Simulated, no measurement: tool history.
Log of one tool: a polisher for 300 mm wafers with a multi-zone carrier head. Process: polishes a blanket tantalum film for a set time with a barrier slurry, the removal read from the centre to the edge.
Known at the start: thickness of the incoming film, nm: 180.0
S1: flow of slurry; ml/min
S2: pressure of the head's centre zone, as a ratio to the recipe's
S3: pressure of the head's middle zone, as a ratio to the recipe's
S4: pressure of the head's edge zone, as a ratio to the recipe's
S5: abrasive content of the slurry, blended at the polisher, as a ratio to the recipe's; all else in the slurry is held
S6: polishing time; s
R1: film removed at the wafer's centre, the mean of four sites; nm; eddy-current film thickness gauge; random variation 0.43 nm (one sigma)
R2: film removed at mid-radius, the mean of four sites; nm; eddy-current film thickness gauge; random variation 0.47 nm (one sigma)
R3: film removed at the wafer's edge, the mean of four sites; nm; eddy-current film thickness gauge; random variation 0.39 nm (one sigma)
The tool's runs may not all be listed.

run,hour,S1,S2,S3,S4,S5,S6,R1,R2,R3
1,0,290,1,1,1,1,72,65.883,66.791,65.146
2,8.8,290,1,1,1,1,79,75.484,73.171,71.89
3,17.5,290,1,1,1,1,72,67.141,66.594,66.829
4,21.7,290,1,1,1,1,61,57.515,55.602,57.075
5,25.4,290,1,1,1,1.2,61,60.08,59.304,58.795
6,27.1,290,1,1,0.94,1.2,61,59.919,59.164,56.792
7,28.3,290,0.99,1,0.93,1.15,59,54.922,57.175,54.541

Forecast run 8:
8,32.7,290,0.99,0.99,0.92,1.1,58,?,?,?

Run 8 gave R1 54.637 nm, R2 55.604 nm, R3 53.174 nm.
